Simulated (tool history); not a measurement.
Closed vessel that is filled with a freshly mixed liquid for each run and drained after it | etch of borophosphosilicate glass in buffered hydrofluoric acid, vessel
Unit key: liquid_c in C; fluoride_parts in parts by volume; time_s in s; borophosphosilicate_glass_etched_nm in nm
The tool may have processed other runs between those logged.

run    day  liquid_c  fluoride_parts  time_s  borophosphosilicate_glass_etched_nm
  1  0.000      21.0            11.0      90                               266.11
  2  0.058      17.5            11.0      90                               220.39
  3  0.275      17.0            11.0      90                               213.57
  4  0.308      19.0            10.0      90                               260.12
  5  0.412      21.0             9.5      90                               298.59
  6  0.771      21.0            12.0      90                               246.43
  7  1.012      25.0             8.5      90                               417.06

Expected results for the next run?
  8  1.371      26.0             8.0      90                                    ?

borophosphosilicate_glass_etched_nm: 472.92 nm
